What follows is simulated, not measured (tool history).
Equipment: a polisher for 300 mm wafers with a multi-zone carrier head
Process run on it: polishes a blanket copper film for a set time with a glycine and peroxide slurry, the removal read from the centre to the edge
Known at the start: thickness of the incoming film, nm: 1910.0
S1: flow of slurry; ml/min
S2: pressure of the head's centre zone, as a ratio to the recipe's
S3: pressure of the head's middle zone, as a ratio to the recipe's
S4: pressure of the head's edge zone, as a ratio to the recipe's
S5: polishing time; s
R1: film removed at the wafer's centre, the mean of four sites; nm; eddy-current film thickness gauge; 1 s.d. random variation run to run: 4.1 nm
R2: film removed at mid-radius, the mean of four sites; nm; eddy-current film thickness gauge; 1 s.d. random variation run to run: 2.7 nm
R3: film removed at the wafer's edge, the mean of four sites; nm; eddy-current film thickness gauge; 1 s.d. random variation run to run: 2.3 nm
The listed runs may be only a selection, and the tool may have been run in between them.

run,hour,S1,S2,S3,S4,S5,R1,R2,R3
1,0,235,1,1,1,86,478.13,494.47,484.88
2,6.3,280,1,1,1,86,480.74,499.54,493.79
3,8.4,280,0.91,1,1,86,441.77,503.67,497.05
4,11.3,280,0.91,1,1,73,375.22,425.84,410.98
5,18.2,280,0.91,1,1.07,73,377.93,424.69,430.88
6,21.9,280,0.91,1,1.13,73,379.29,427.81,445.94
7,22.5,270,0.96,0.94,1.04,68,368.17,379.74,395.88
8,24.1,260,1.01,0.9,0.99,65,366.94,346.74,368.04
9,29.2,250,1.04,0.87,0.94,64,364.34,336.82,353.87
10,32.3,245,1.07,0.85,0.92,62,375.07,319.3,341.27

Run 11 comes next. What will it give?
11,34.7,245,1.07,0.85,0.92,62,?,?,?

{"run 11": {"R1": 373.43, "R2": 322.52, "R3": 337.12}}
